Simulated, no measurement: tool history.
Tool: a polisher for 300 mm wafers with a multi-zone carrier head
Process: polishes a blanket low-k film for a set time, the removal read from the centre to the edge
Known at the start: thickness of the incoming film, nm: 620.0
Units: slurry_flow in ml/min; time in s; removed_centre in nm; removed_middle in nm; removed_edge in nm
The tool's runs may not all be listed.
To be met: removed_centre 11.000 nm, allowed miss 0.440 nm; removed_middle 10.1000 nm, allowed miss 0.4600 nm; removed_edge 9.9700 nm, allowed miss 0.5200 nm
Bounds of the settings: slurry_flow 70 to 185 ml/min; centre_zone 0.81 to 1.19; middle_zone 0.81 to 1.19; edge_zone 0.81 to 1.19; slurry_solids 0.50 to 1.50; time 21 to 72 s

run  hour  slurry_flow  centre_zone  middle_zone  edge_zone  slurry_solids  time  removed_centre  removed_middle  removed_edge
  1   0.0          120         1.00         1.00       1.00           1.00    46          15.142         14.4790       15.0760
  2   8.9          120         1.01         0.99       0.96           0.85    45          13.078         12.8750       12.7390
  3  15.4          115         1.02         0.96       0.92           0.80    45          12.102         11.9710       11.8990
  4  22.9          110         1.05         0.94       0.89           0.75    45          11.798         10.7960       10.9870
  5  27.9          110         1.05         0.94       0.89           0.75    51          13.352         12.2520       12.3490
     35.7  -- slurry nozzle cleaned
  6  35.7          110         1.08         0.94       0.89           0.75    51          14.383         12.7440       12.3620
  7  37.8          105         1.08         0.93       0.87           0.70    51          13.245         11.5860       11.8750
  8  40.2          110         1.08         0.93       0.85           0.65    50          11.865         10.4790       10.5900
  9  47.0          110         1.08         0.94       0.84           0.65    50          11.845         10.4390       10.5840
 10  55.0          110         1.08         0.95       0.83           0.65    50          12.007         10.6770       10.2920
 11  62.3          110         1.07         0.95       0.82           0.65    50          11.909         10.6990        9.9956
 12  64.0          105         1.06         0.94       0.82           0.65    50          11.747         10.4280       10.2620
 13  68.0          105         1.05         0.94       0.82           0.65    50          11.290         10.2750       10.2950
 14  73.4          105         1.05         0.95       0.81           0.65    50          11.532         10.3540       10.1400

Which of these 5 next moves meets every target?
  A  78.8          105         1.07         1.02       0.85           0.85    37               ?               ?             ?
  B  78.8           90         0.93         0.81       0.99           0.55    68               ?               ?             ?
  C  78.8          125         0.97         1.02       0.87           0.80    39               ?               ?             ?
  D  78.8          100         1.02         0.92       0.89           0.70    50               ?               ?             ?
  E  78.8           85         1.07         0.97       0.83           0.70    45               ?               ?             ?

move  removed_centre  removed_middle  removed_edge
   A          11.531         11.0110       10.2970
   B          10.394          9.4943       11.3320
   C          10.762         11.3050       10.5430
   D          12.134         11.1730       11.5760
   E          11.117         10.2320       10.0390
A: further off than the last run
B: takes the result that was furthest off past its target
C: brings the result that was furthest off to its target, and leaves another outside
D: further off than the last run
E: meets every target
Answer: E
